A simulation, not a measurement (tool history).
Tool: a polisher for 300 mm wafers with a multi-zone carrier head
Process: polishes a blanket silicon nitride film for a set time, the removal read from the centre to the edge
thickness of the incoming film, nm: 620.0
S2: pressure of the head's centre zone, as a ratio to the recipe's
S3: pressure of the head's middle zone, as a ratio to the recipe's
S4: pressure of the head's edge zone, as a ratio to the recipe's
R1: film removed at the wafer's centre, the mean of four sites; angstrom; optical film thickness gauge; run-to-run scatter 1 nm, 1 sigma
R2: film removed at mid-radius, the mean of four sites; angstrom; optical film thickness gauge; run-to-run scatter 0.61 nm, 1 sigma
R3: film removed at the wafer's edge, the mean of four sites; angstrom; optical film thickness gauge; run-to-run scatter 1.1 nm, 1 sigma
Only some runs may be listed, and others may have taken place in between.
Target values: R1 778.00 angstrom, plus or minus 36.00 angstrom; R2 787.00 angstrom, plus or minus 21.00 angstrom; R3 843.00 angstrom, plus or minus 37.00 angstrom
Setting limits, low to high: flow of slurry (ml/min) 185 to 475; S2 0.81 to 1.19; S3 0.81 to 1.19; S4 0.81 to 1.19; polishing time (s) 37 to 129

Run 1, hour 0.0: flow of slurry (ml/min) 305, S2 1.00, S3 1.00, S4 1.00, polishing time (s) 83. Result: R1 1299.00 angstrom, R2 1301.70 angstrom, R3 1266.90 angstrom.
Run 2, hour 7.3: flow of slurry (ml/min) 350, S2 1.00, S3 1.00, S4 1.00, polishing time (s) 83. Result: R1 1322.50 angstrom, R2 1303.80 angstrom, R3 1269.80 angstrom.
Run 3, hour 10.7: flow of slurry (ml/min) 345, S2 0.97, S3 0.97, S4 0.99, polishing time (s) 77. Result: R1 1175.10 angstrom, R2 1189.40 angstrom, R3 1152.80 angstrom.
Run 4, hour 14.6: flow of slurry (ml/min) 340, S2 0.95, S3 0.94, S4 1.00, polishing time (s) 72. Result: R1 1079.50 angstrom, R2 1084.10 angstrom, R3 1082.00 angstrom.
Run 5, hour 21.3: flow of slurry (ml/min) 340, S2 0.95, S3 0.94, S4 1.04, polishing time (s) 72. Result: R1 1085.80 angstrom, R2 1079.10 angstrom, R3 1128.40 angstrom.
Run 6, hour 27.7: flow of slurry (ml/min) 340, S2 0.95, S3 0.94, S4 1.04, polishing time (s) 83. Result: R1 1262.60 angstrom, R2 1244.80 angstrom, R3 1266.50 angstrom.
Run 7, hour 28.8: flow of slurry (ml/min) 335, S2 0.93, S3 0.92, S4 1.03, polishing time (s) 77. Result: R1 1149.20 angstrom, R2 1141.30 angstrom, R3 1181.60 angstrom.
Run 8, hour 36.9: flow of slurry (ml/min) 335, S2 0.92, S3 0.90, S4 1.02, polishing time (s) 72. Result: R1 1056.90 angstrom, R2 1042.40 angstrom, R3 1132.70 angstrom.
Run 9, hour 38.2: flow of slurry (ml/min) 345, S2 0.92, S3 0.90, S4 1.00, polishing time (s) 68. Result: R1 981.18 angstrom, R2 982.61 angstrom, R3 1009.70 angstrom.
Run 10, hour 41.1: flow of slurry (ml/min) 310, S2 0.83, S3 0.81, S4 0.96, polishing time (s) 56. Result: R1 753.79 angstrom, R2 743.08 angstrom, R3 832.07 angstrom.
Run 11, hour 48.6: flow of slurry (ml/min) 315, S2 0.83, S3 0.82, S4 0.96, polishing time (s) 56. Result: R1 742.15 angstrom, R2 749.51 angstrom, R3 842.13 angstrom.
Run 12, hour 53.4: flow of slurry (ml/min) 315, S2 0.83, S3 0.82, S4 0.96, polishing time (s) 56. Result: R1 767.44 angstrom, R2 745.43 angstrom, R3 834.48 angstrom.

Exercise: of the 5 proposed moves below, exactly one satisfies all targets within the stated allowed misses. Which move is it?
Run A, hour 58.2: flow of slurry (ml/min) 370, S2 0.81, S3 0.90, S4 0.88, polishing time (s) 53. Result: R1 ?, R2 ?, R3 ?.
Run B, hour 58.2: flow of slurry (ml/min) 365, S2 0.85, S3 0.81, S4 1.07, polishing time (s) 54. Result: R1 ?, R2 ?, R3 ?.
Run C, hour 58.2: flow of slurry (ml/min) 260, S2 0.90, S3 0.81, S4 0.95, polishing time (s) 56. Result: R1 ?, R2 ?, R3 ?.
Run D, hour 58.2: flow of slurry (ml/min) 455, S2 0.86, S3 0.86, S4 1.00, polishing time (s) 55. Result: R1 ?, R2 ?, R3 ?.
Run E, hour 58.2: flow of slurry (ml/min) 340, S2 0.81, S3 0.92, S4 1.03, polishing time (s) 56. Result: R1 ?, R2 ?, R3 ?.

move      R1      R2      R3
   A  725.72  763.17  771.22
   B  765.58  716.06  832.38
   C  797.78  716.74  810.56
   D  801.57  776.27  840.68
   E  760.63  814.11  847.76
A: about the same distance from the targets as the last run
B: its largest miss is bigger than the last run's
C: its largest miss is bigger than the last run's
D: every result lands within tolerance
E: the result that was furthest off in the last run now lies on the other side of its target
D meets every target.
